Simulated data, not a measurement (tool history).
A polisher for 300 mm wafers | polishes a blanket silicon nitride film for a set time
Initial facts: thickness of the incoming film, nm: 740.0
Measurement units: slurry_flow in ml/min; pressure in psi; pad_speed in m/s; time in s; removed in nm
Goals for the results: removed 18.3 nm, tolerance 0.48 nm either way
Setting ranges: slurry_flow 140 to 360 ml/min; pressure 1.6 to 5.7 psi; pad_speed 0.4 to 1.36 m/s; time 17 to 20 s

run  hour  slurry_flow  pressure  pad_speed  time  removed
  1     0          230       3.6       0.88    20   26.947
  2     7          225       3.2       0.88    20   24.015
  3  11.7          195       3.2       0.88    20   23.326
  4  14.9          195       3.2       0.68    20   20.689
  5  16.8          190       3.1       0.68    20    20.17
  6  19.8          165       3.1       0.68    20   19.676
  7  22.1          165         3       0.68    20   18.862
  8  26.9          160         3       0.68    20   18.859

Which single option among these 5 for the next run brings every result within its allowed miss of target? Just one does.
  A  31.7          175       3.5       0.64    18        ?
  B  31.7          215       2.9        0.6    20        ?
  C  31.7          160       3.1       0.72    20        ?
  D  31.7          140       2.9       1.16    17        ?
  E  31.7          145       2.9       0.82    20        ?

move  removed
   A   19.442
   B   18.087
   C   19.923
   D   19.658
   E   19.471
A: misses by more than the last run did
B: in spec on every target
C: misses by more than the last run did
D: misses by more than the last run did
E: misses by more than the last run did
B is the move that brings every result within its allowed miss.
